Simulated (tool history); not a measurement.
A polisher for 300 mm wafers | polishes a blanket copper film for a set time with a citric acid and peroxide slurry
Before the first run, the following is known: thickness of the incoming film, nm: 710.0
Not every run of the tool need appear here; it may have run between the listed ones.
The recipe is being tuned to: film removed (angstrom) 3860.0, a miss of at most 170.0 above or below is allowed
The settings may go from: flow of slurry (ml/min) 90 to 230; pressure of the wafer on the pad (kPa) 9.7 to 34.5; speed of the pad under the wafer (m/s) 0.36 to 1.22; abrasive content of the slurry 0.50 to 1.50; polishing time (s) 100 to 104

run	hour	flow of slurry (ml/min)	pressure of the wafer on the pad (kPa)	speed of the pad under the wafer (m/s)	abrasive content of the slurry	polishing time (s)	film removed (angstrom)
1	0.0	150	22.1	0.78	1.00	100	2155.7
2	7.4	150	24.1	0.78	1.00	100	2312.5
3	14.1	150	24.1	0.70	1.00	100	2096.9
4	15.4	150	25.5	0.72	1.00	100	2239.1
5	21.2	150	25.5	0.72	0.85	100	2168.7
6	23.4	150	25.5	0.72	0.85	104	2226.2
7	30.0	150	26.9	0.74	0.85	104	2416.1
8	36.2	150	28.3	0.76	0.85	104	2638.3
# hour 37.0: slurry nozzle cleaned
9	37.0	150	29.0	0.78	0.85	104	2852.1
10	39.7	150	29.6	0.78	0.85	104	2878.4

Which single option among these 4 for the next run brings every result within its allowed miss of target? Just one does.
A	42.4	120	27.6	0.72	0.80	101	?
B	42.4	155	22.1	0.80	0.55	104	?
C	42.4	155	30.3	0.84	0.85	104	?
D	42.4	155	31.7	0.86	1.25	104	?

move	film removed (angstrom)
A	2318.7
B	1979.5
C	3159.3
D	3756.2
A: further off than the last run
B: further off than the last run
C: better than the last run, though not everything is in spec
D: in spec on every target
The move that meets every target is D.

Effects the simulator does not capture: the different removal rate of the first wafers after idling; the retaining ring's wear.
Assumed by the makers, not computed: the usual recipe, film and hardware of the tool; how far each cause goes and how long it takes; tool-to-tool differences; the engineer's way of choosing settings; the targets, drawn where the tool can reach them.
